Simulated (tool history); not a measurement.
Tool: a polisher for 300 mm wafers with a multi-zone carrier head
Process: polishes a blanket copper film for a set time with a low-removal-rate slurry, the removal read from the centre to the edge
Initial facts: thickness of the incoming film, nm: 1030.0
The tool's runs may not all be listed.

run,day,flow of slurry (ml/min),pressure of the head's centre zone,pressure of the head's middle zone,pressure of the head's edge zone,abrasive content of the slurry,polishing time (s),film removed at the wafer's centre (angstrom),film removed at mid-radius (angstrom),film removed at the wafer's edge (angstrom)
1,0,305,1,1,1,1,34,755.45,746.33,755.14
2,0.129,305,0.98,1.04,0.96,0.85,30,628.56,687.74,630.8
3,0.192,305,0.98,1.04,0.96,0.7,30,627.1,656.78,619.39
4,0.45,305,0.96,1.05,0.92,0.65,27,533.58,579.1,548.07
5,0.504,305,0.96,1.05,1,0.65,27,541.93,586.6,567.35
6,0.588,305,0.96,1.05,1.08,0.65,27,535.91,579.53,578.26
7,0.712,310,0.97,1.09,1.03,0.6,24,480.94,537.89,499.51
8,1.008,310,0.97,1.11,1.01,0.55,23,458.44,512.46,468.55
9,1.246,310,0.97,1.13,0.98,0.55,22,439.79,489.56,446.95

The next listed run, before its measurement:
10,1.475,335,0.96,1.15,0.93,0.55,22,?,?,?

Logged for run 10: film removed at the wafer's centre (angstrom) 438.57, film removed at mid-radius (angstrom) 505.07, film removed at the wafer's edge (angstrom) 437.73.
